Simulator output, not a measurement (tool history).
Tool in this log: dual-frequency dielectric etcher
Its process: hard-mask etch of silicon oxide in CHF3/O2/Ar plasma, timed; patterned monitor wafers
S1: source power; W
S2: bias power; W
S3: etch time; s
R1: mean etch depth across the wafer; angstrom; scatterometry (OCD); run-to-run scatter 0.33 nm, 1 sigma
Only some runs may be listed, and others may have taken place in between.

run	hour	S1	S2	S3	R1
1	0	890	231	17.5	497.7
2	5.4	920	233	17.5	502.76
3	9.4	1000	233	17.5	523.08
4	13.3	1020	234	17.5	526.72
5	15.9	940	234	17.5	508.08
6	21	790	234	17.5	463.1
7	29.7	820	236	17.5	482.68

The next listed run, before its measurement:
8	32	850	238	17.5	?

R1: 484.68 angstrom
